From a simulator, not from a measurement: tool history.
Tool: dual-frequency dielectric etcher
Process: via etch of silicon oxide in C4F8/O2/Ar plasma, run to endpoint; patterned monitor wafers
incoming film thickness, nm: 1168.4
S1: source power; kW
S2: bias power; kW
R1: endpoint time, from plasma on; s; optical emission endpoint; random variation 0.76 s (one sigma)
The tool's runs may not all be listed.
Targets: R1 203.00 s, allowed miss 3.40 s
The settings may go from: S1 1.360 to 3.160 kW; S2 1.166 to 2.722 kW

{"run": 1, "day": 0.0, "S1": 2.26, "S2": 1.944, "R1": 218.0}
{"run": 2, "day": 0.288, "S1": 2.26, "S2": 2.241, "R1": 211.32}
{"run": 3, "day": 0.629, "S1": 2.09, "S2": 2.241, "R1": 218.17}
{"run": 4, "day": 0.921, "S1": 2.18, "S2": 2.256, "R1": 213.6}
{"run": 5, "day": 1.254, "S1": 2.24, "S2": 2.266, "R1": 211.8}
{"run": 6, "day": 1.55, "S1": 2.24, "S2": 1.926, "R1": 218.78}
{"run": 7, "day": 1.9, "S1": 2.34, "S2": 1.944, "R1": 214.01}
{"run": 8, "day": 1.988, "S1": 2.4, "S2": 1.955, "R1": 211.12}
{"run": 9, "day": 2.225, "S1": 2.45, "S2": 1.962, "R1": 210.3}
{"run": 10, "day": 2.546, "S1": 2.5, "S2": 1.971, "R1": 209.68}
{"run": 11, "day": 2.6, "S1": 2.55, "S2": 1.983, "R1": 206.48}

5 next moves are on the table. One of them brings every result within its allowed miss. Which?
{"run": "A", "day": 2.654, "S1": 2.48, "S2": 1.875, "R1": "?"}
{"run": "B", "day": 2.654, "S1": 2.29, "S2": 2.204, "R1": "?"}
{"run": "C", "day": 2.654, "S1": 2.34, "S2": 2.018, "R1": "?"}
{"run": "D", "day": 2.654, "S1": 2.76, "S2": 1.535, "R1": "?"}
{"run": "E", "day": 2.654, "S1": 2.56, "S2": 2.147, "R1": "?"}

move=A R1=211.69
move=B R1=211.98
move=C R1=213.71
move=D R1=209.82
move=E R1=204.01
A: further off than the last run
B: further off than the last run
C: further off than the last run
D: further off than the last run
E: meets every target
Answer: E

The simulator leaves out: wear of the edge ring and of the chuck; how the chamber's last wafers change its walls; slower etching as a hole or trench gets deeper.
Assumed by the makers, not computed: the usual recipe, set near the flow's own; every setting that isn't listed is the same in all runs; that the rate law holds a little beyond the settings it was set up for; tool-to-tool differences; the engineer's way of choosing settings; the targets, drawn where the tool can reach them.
